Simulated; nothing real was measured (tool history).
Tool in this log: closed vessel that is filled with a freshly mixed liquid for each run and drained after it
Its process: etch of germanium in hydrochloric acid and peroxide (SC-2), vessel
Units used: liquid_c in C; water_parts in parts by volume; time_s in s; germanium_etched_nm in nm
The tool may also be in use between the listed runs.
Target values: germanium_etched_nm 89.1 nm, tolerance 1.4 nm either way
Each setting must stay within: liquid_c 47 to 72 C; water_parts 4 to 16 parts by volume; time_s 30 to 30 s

run	hour	liquid_c	water_parts	time_s	germanium_etched_nm
1	0	63	9	30	116.87
2	6.7	63	10.5	30	116.66
3	8.2	63	10.5	30	115.47
4	15.6	63	9.5	30	116.8
5	18.4	63	11	30	114.94
6	25.7	60.5	11	30	107.92
7	27.2	60.5	11	30	106.87
8	33.5	59	11	30	101.73
9	39.5	58	11	30	99.879
10	41.1	57	11	30	96.402
11	48	56.5	11	30	94.771
12	52.2	56	11	30	94.221
13	53.1	55.5	11	30	92.589
14	57.7	55	11	30	90.521

4 next moves are on the table. One of them brings every result within its allowed miss. Which?
A	62.3	55.5	10	30	?
B	62.3	53.5	11.5	30	?
C	62.3	54	9.5	30	?
D	62.3	56	12.5	30	?

move	germanium_etched_nm
A	93.27
B	86.43
C	89.549
D	92.228
A: its largest miss is bigger than the last run's
B: carries the result that was furthest off beyond its target, to the other side
C: meets every target
D: its largest miss is bigger than the last run's
The right move is C.

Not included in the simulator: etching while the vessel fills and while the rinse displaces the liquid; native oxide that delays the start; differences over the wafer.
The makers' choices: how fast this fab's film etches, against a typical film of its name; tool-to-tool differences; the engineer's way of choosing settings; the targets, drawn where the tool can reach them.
